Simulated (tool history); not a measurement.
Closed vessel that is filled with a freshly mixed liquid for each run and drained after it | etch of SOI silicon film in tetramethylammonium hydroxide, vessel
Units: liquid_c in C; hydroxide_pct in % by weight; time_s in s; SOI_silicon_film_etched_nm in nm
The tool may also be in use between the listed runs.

run    day  liquid_c  hydroxide_pct  time_s  SOI_silicon_film_etched_nm
  1      0        63           19.5      90                      326.93
  2  0.262        63           19.5      90                       326.3
  3  0.646      64.5           19.5      90                      358.14
  4  0.829      64.5           22.5      90                      311.05
  5  1.096      64.5             25      90                      277.51
  6    1.2      68.5             25      90                      348.71
  7  1.388      69.5           24.5      90                      378.24
  8  1.575      70.5             24      90                      412.68
  9  1.942        71           23.5      90                      432.56

The next listed run, before its measurement:
 10  2.175        76             20      90                           ?

{"run 10": {"SOI_silicon_film_etched_nm": 681.89}}

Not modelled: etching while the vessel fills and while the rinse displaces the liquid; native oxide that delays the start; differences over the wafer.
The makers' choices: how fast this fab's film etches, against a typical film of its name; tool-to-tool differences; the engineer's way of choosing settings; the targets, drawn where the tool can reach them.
